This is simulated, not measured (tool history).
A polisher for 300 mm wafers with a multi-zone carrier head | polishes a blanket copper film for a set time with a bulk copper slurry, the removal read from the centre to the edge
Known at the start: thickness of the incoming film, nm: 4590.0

run,day,flow of slurry (ml/min),pressure of the head's centre zone,pressure of the head's middle zone,pressure of the head's edge zone,abrasive content of the slurry,polishing time (s),film removed at the wafer's centre (Å),film removed at mid-radius (Å),film removed at the wafer's edge (Å)
1,0,135,1,1,1,1,76,4687.1,4513.6,4568.2
2,0.071,125,1,1,1,1,76,4649.7,4425.7,4500.4
3,0.417,125,1,1,1,1,63,3860.9,3674.8,3728.3
4,0.717,125,1,1,0.91,1,63,3852.4,3654.1,3549.6
5,0.862,125,1,1,0.91,0.8,63,3665.7,3537.4,3447.7
6,1.146,100,1,1,0.91,0.8,63,3501.8,3360.9,3322.4

Run 7 comes next. What will it give?
7,1.3,100,1.02,1.01,0.88,0.8,63,?,?,?

film removed at the wafer's centre (Å): 3562.2
film removed at mid-radius (Å): 3404.8
film removed at the wafer's edge (Å): 3280.1

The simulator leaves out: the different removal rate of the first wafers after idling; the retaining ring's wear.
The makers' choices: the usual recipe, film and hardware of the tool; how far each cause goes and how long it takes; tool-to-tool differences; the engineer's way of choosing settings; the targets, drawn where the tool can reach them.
